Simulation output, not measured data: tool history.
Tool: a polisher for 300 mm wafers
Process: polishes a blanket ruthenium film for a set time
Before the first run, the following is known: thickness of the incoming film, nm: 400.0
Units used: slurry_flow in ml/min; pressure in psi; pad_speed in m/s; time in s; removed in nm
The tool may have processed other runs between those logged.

run	day	slurry_flow	pressure	pad_speed	time	removed
1	0	280	2.5	1.28	47	68.702
2	0.067	280	3	1.28	47	82.55
3	0.233	280	2.6	1.26	47	71.573
4	0.312	280	2.2	1.26	47	62.167
5	0.346	280	2.2	1.4	47	68.261
6	0.5	280	1.9	1.36	47	56.944

What does the tool deliver on the next run?
7	0.654	280	1.7	1.36	47	?

Logged for run 7: removed 50.296 nm.
